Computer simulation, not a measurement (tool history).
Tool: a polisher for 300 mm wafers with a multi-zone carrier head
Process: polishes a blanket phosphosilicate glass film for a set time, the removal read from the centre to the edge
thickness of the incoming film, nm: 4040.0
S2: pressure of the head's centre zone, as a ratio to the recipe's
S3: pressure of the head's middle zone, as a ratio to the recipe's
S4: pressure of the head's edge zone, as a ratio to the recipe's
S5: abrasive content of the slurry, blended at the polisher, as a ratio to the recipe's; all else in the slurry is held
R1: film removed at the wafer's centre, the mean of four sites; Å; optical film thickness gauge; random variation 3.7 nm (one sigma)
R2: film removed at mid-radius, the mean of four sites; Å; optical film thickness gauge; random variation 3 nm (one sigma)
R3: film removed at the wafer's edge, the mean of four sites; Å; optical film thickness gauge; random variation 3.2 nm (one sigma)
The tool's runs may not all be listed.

{"run": 1, "hour": 0.0, "flow of slurry (ml/min)": 295, "S2": 1, "S3": 1, "S4": 1, "S5": 1, "polishing time (s)": 35, "R1": 3019.5, "R2": 2896.1, "R3": 3041.2}
{"run": 2, "hour": 8.3, "flow of slurry (ml/min)": 295, "S2": 0.97, "S3": 1, "S4": 1, "S5": 1, "polishing time (s)": 35, "R1": 2906.1, "R2": 2908, "R3": 3037.2}
{"run": 3, "hour": 10.0, "flow of slurry (ml/min)": 295, "S2": 0.97, "S3": 1, "S4": 1.03, "S5": 1, "polishing time (s)": 35, "R1": 2864.3, "R2": 2957.2, "R3": 3075.8}
{"run": 4, "hour": 10.8, "flow of slurry (ml/min)": 320, "S2": 1.01, "S3": 1.06, "S4": 1.04, "S5": 1.1, "polishing time (s)": 35, "R1": 3117.1, "R2": 3183.1, "R3": 3284.3}
{"run": 5, "hour": 11.8, "flow of slurry (ml/min)": 320, "S2": 1.01, "S3": 1.1, "S4": 0.97, "S5": 1.2, "polishing time (s)": 35, "R1": 3185.2, "R2": 3446.3, "R3": 3269.2}
{"run": 6, "hour": 13.3, "flow of slurry (ml/min)": 320, "S2": 1.01, "S3": 1.1, "S4": 0.93, "S5": 1.2, "polishing time (s)": 35, "R1": 3226.3, "R2": 3406.4, "R3": 3172.2}
{"run": 7, "hour": 19.9, "flow of slurry (ml/min)": 330, "S2": 1.04, "S3": 1.13, "S4": 0.93, "S5": 1.3, "polishing time (s)": 35, "R1": 3419.2, "R2": 3583.1, "R3": 3258}

Run 8 comes next. What will it give?
{"run": 8, "hour": 28.5, "flow of slurry (ml/min)": 340, "S2": 1.05, "S3": 1.15, "S4": 0.94, "S5": 1.35, "polishing time (s)": 35, "R1": "?", "R2": "?", "R3": "?"}

Run 8 gave R1 3551.9 Å, R2 3726.4 Å, R3 3319.2 Å.
